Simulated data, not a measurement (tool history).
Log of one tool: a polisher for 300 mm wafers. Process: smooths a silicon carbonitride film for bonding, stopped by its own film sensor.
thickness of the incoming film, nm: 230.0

run	hour	flow of slurry (ml/min)	pressure of the wafer on the pad (psi)	speed of the pad under the wafer (cm/s)	abrasive content of the slurry	target thickness at which the film sensor stops the polish (nm)	time until the film sensor stopped the polish (s)
1	0	190	1.7	112	1	195	193.44
2	8	190	2	116	1	195	163.6
3	14.3	190	2	132	1	195	151.92
4	22.3	190	2.2	136	1	195	134.69
5	24	190	2.3	138	1	195	125.52
6	31.2	225	2.3	138	1	195	125.4
7	35.8	225	2.4	140	1	195	122.58
8	44.2	225	2.4	140	1	195	123.09

Run 9 is up next; what results do you expect?
9	52.1	225	2.5	144	1	195	?

time until the film sensor stopped the polish (s): 114.04
